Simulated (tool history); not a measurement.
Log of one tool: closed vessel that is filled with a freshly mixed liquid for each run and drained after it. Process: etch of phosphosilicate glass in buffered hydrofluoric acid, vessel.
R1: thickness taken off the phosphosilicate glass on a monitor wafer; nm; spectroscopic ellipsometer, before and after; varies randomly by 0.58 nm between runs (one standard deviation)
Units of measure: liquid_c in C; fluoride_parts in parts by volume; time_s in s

{"run": 1, "hour": 0.0, "liquid_c": 20, "fluoride_parts": 8.5, "time_s": 35, "R1": 89.04}
{"run": 2, "hour": 7.9, "liquid_c": 20, "fluoride_parts": 10.5, "time_s": 35, "R1": 74.85}
{"run": 3, "hour": 12.0, "liquid_c": 22.5, "fluoride_parts": 10, "time_s": 35, "R1": 89.713}
{"run": 4, "hour": 13.9, "liquid_c": 22.5, "fluoride_parts": 10, "time_s": 35, "R1": 90.997}
{"run": 5, "hour": 17.9, "liquid_c": 19.5, "fluoride_parts": 10, "time_s": 35, "R1": 76.78}
{"run": 6, "hour": 18.5, "liquid_c": 19.5, "fluoride_parts": 10, "time_s": 35, "R1": 76.089}
{"run": 7, "hour": 19.1, "liquid_c": 22, "fluoride_parts": 9.5, "time_s": 35, "R1": 91.012}
{"run": 8, "hour": 24.0, "liquid_c": 23.5, "fluoride_parts": 9.5, "time_s": 35, "R1": 98.661}
{"run": 9, "hour": 27.4, "liquid_c": 25, "fluoride_parts": 9.5, "time_s": 35, "R1": 106.89}
{"run": 10, "hour": 34.3, "liquid_c": 26, "fluoride_parts": 9.5, "time_s": 35, "R1": 112.94}

Expected results for the next run?
{"run": 11, "hour": 36.2, "liquid_c": 26.5, "fluoride_parts": 9.5, "time_s": 35, "R1": "?"}

For run 11 the tool returned R1 114.98 nm.
